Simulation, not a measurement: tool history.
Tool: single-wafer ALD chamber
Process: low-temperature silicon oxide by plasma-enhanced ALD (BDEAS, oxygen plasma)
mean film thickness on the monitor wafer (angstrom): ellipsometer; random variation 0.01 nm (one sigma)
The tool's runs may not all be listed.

| run | hour | heater temperature setpoint (°C) | number of ALD cycles (cycles) | mean film thickness on the monitor wafer (angstrom) |
|---|---|---|---|---|
| 1 | 0 | 90 | 42 | 63.238 |
| 2 | 4.6 | 90 | 38 | 57.277 |
| 3 | 11.8 | 86 | 38 | 58.234 |
| 4 | 16.8 | 81 | 38 | 59.178 |
| 5 | 19.9 | 83 | 37 | 57.311 |
| 6 | 21.1 | 83 | 35 | 54.115 |
| 7 | 26.2 | 84 | 35 | 54.126 |
| 8 | 34.6 | 85 | 35 | 53.871 |
| 9 | 41.3 | 86 | 35 | 53.425 |

The next listed run, before its measurement:
| 10 | 47.3 | 95 | 33 | ? |

mean film thickness on the monitor wafer (angstrom): 48.608
